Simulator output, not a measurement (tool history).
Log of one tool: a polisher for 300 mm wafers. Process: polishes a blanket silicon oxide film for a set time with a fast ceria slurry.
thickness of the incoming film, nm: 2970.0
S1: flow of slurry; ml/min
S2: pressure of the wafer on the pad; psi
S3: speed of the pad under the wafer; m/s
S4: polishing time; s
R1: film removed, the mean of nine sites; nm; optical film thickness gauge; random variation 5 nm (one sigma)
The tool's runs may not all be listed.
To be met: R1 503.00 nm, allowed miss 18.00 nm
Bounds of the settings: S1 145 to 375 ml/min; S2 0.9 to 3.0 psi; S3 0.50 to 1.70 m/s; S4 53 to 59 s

run 1 day=0.000 | S1=240 S2=1.9 S3=1.10 S4=59 | R1=774.73
run 2 day=0.312 | S1=240 S2=1.6 S3=1.10 S4=59 | R1=660.65
run 3 day=0.621 | S1=240 S2=2.1 S3=1.10 S4=59 | R1=848.16
run 4 day=0.900 | S1=240 S2=2.0 S3=1.10 S4=59 | R1=809.54
run 5 day=1.158 | S1=240 S2=1.9 S3=1.10 S4=59 | R1=772.17
run 6 day=1.446 | S1=240 S2=1.7 S3=1.10 S4=59 | R1=701.11
run 7 day=1.617 | S1=240 S2=1.6 S3=1.10 S4=59 | R1=672.49
run 8 day=1.992 | S1=240 S2=1.5 S3=1.10 S4=59 | R1=622.38
run 9 day=2.100 | S1=240 S2=1.5 S3=1.10 S4=59 | R1=623.10
run 10 day=2.462 | S1=240 S2=1.4 S3=1.10 S4=59 | R1=585.73

Which of these 5 next moves meets every target?
run A day=2.825 | S1=205 S2=1.2 S3=1.62 S4=59 | R1=?
run B day=2.825 | S1=215 S2=1.4 S3=1.28 S4=56 | R1=?
run C day=2.825 | S1=275 S2=1.2 S3=1.24 S4=57 | R1=?
run D day=2.825 | S1=285 S2=1.3 S3=1.04 S4=57 | R1=?
run E day=2.825 | S1=230 S2=1.7 S3=1.06 S4=59 | R1=?

move=A R1=736.18
move=B R1=639.11
move=C R1=561.35
move=D R1=509.29
move=E R1=671.94
A: further off than the last run
B: further off than the last run
C: nearer than the last run, and not there yet
D: meets every target
E: further off than the last run
The right move is D.
